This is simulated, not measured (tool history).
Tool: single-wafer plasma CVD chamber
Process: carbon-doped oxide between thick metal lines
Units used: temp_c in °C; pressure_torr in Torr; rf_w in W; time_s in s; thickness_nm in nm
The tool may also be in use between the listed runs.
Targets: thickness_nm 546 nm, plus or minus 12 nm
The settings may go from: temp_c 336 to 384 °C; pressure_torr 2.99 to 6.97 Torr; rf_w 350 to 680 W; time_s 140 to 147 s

run 1 hour=0 | temp_c=360 pressure_torr=4.98 rf_w=515 time_s=147 | thickness_nm=683.9
run 2 hour=3.8 | temp_c=361 pressure_torr=4.81 rf_w=495 time_s=146 | thickness_nm=650.34
run 3 hour=11.8 | temp_c=362 pressure_torr=4.57 rf_w=485 time_s=146 | thickness_nm=632.49
run 4 hour=14.1 | temp_c=363 pressure_torr=4.34 rf_w=480 time_s=146 | thickness_nm=621.42
run 5 hour=20.4 | temp_c=364 pressure_torr=4.15 rf_w=475 time_s=146 | thickness_nm=604.71
run 6 hour=22.3 | temp_c=364 pressure_torr=4.15 rf_w=475 time_s=140 | thickness_nm=579.27
run 7 hour=27.4 | temp_c=365 pressure_torr=4.08 rf_w=475 time_s=140 | thickness_nm=579.71
run 8 hour=34.2 | temp_c=366 pressure_torr=4 rf_w=475 time_s=140 | thickness_nm=575.79
run 9 hour=38.5 | temp_c=367 pressure_torr=3.93 rf_w=475 time_s=140 | thickness_nm=574.19
run 10 hour=44.4 | temp_c=367 pressure_torr=3.84 rf_w=475 time_s=140 | thickness_nm=569.92
run 11 hour=46.4 | temp_c=368 pressure_torr=3.77 rf_w=475 time_s=140 | thickness_nm=569.71
-- hour=50.9 RF generator calibrated
run 12 hour=50.9 | temp_c=368 pressure_torr=3.69 rf_w=475 time_s=140 | thickness_nm=601.7
run 13 hour=56.8 | temp_c=368 pressure_torr=3.69 rf_w=475 time_s=140 | thickness_nm=602.77
run 14 hour=64.6 | temp_c=368 pressure_torr=3.86 rf_w=470 time_s=140 | thickness_nm=598.03
run 15 hour=65.7 | temp_c=367 pressure_torr=3.85 rf_w=470 time_s=140 | thickness_nm=600.58
run 16 hour=74 | temp_c=373 pressure_torr=3.03 rf_w=410 time_s=140 | thickness_nm=500.49
run 17 hour=81.2 | temp_c=373 pressure_torr=3.06 rf_w=415 time_s=140 | thickness_nm=512.11
run 18 hour=86.6 | temp_c=368 pressure_torr=3.97 rf_w=435 time_s=140 | thickness_nm=559.11

Exactly one of the 4 candidate moves below puts every result within its allowed miss. Which one?
run A hour=92 | temp_c=365 pressure_torr=3.86 rf_w=450 time_s=140 | thickness_nm=?
run B hour=92 | temp_c=362 pressure_torr=4.29 rf_w=450 time_s=140 | thickness_nm=?
run C hour=92 | temp_c=375 pressure_torr=4.12 rf_w=430 time_s=140 | thickness_nm=?
run D hour=92 | temp_c=381 pressure_torr=2.99 rf_w=480 time_s=140 | thickness_nm=?

move=A thickness_nm=576.26
move=B thickness_nm=589.74
move=C thickness_nm=546.05
move=D thickness_nm=575.7
A: misses by more than the last run did
B: misses by more than the last run did
C: in spec on every target
D: misses by more than the last run did
Move C is the one to make.
